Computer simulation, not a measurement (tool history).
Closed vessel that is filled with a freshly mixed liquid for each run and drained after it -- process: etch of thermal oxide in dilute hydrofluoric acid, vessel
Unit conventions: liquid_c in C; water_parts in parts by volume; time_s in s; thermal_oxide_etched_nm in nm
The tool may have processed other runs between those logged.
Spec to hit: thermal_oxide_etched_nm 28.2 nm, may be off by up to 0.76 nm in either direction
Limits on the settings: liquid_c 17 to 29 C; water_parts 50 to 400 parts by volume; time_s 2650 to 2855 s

| run | hour | liquid_c | water_parts | time_s | thermal_oxide_etched_nm |
|---|---|---|---|---|---|
| 1 | 0 | 21 | 225 | 2650 | 44.769 |
| 2 | 2.3 | 20.5 | 235 | 2650 | 41.634 |
| 3 | 3.9 | 20.5 | 235 | 2855 | 44.067 |
| 4 | 7 | 23.5 | 235 | 2855 | 49.746 |
| 5 | 9.5 | 23.5 | 235 | 2650 | 46.595 |
| 6 | 12.8 | 22.5 | 240 | 2650 | 43.054 |
| 7 | 20.6 | 21.5 | 245 | 2650 | 40.912 |
| 8 | 28.1 | 21 | 250 | 2650 | 39.575 |
| 9 | 29.1 | 20.5 | 260 | 2650 | 37.177 |

Exactly one of the 4 candidate moves below puts every result within its allowed miss. Which one?
| A | 30.1 | 19 | 305 | 2650 | ? |
| B | 30.1 | 22.5 | 305 | 2650 | ? |
| C | 30.1 | 20.5 | 240 | 2855 | ? |
| D | 30.1 | 20.5 | 225 | 2855 | ? |

| move | thermal_oxide_etched_nm |
|---|---|
| A | 28.532 |
| B | 32.372 |
| C | 43.822 |
| D | 47.422 |
A: all results land within tolerance of their targets
B: better than the last run, though not everything is in spec
C: moves away from the targets compared with the last run
D: moves away from the targets compared with the last run
A is the move that brings every result within its allowed miss.
